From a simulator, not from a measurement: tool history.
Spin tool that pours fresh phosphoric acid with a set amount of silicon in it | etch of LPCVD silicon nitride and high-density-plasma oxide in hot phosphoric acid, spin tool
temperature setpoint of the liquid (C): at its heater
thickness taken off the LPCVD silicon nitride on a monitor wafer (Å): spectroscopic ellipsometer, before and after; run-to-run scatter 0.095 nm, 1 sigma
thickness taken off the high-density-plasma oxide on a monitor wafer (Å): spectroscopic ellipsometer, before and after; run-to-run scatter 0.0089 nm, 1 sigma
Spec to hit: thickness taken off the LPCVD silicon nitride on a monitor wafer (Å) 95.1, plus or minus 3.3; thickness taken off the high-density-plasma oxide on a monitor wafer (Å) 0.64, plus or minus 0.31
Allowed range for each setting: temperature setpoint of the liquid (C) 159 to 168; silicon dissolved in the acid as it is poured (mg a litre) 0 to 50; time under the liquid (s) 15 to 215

| run | hour | temperature setpoint of the liquid (C) | silicon dissolved in the acid as it is poured (mg a litre) | time under the liquid (s) | thickness taken off the LPCVD silicon nitride on a monitor wafer (Å) | thickness taken off the high-density-plasma oxide on a monitor wafer (Å) |
|---|---|---|---|---|---|---|
| 1 | 0 | 164 | 28.5 | 110 | 119.33 | 2.5371 |
| 2 | 7.1 | 163 | 34.5 | 105 | 111.73 | 1.3531 |
| 3 | 13.2 | 163 | 34.5 | 145 | 150.71 | 1.7356 |
| 4 | 21.9 | 162.5 | 36 | 130 | 131.7 | 2.3898 |
| 5 | 26.5 | 163 | 40 | 115 | 120.07 | 1.5968 |
| 6 | 33.8 | 162 | 42.5 | 110 | 113.08 | 0.82959 |
| 7 | 41.2 | 161.5 | 41 | 105 | 103.81 | 0.96371 |
| 8 | 46.7 | 161 | 42 | 105 | 104.36 | 0.70068 |
| 9 | 55.4 | 160.5 | 40.5 | 105 | 102.32 | 1.0035 |
| 10 | 62.1 | 160.5 | 42 | 105 | 99.193 | 0.87926 |

Consider the 4 candidate settings below. Which is the only one whose results all fall within their allowed miss of target?
| A | 68.8 | 160.5 | 48.5 | 110 | ? | ? |
| B | 68.8 | 160.5 | 45.5 | 110 | ? | ? |
| C | 68.8 | 160 | 48 | 100 | ? | ? |
| D | 68.8 | 164.5 | 19 | 85 | ? | ? |

| move | thickness taken off the LPCVD silicon nitride on a monitor wafer (Å) | thickness taken off the high-density-plasma oxide on a monitor wafer (Å) |
|---|---|---|
| A | 106.77 | 0.49942 |
| B | 106.77 | 0.49942 |
| C | 95.453 | 0.43752 |
| D | 94.226 | 1.7821 |
A: its largest miss is bigger than the last run's
B: its largest miss is bigger than the last run's
C: all results land within tolerance of their targets
D: puts the biggest miss on target and leaves a different result outside tolerance
C meets every target.

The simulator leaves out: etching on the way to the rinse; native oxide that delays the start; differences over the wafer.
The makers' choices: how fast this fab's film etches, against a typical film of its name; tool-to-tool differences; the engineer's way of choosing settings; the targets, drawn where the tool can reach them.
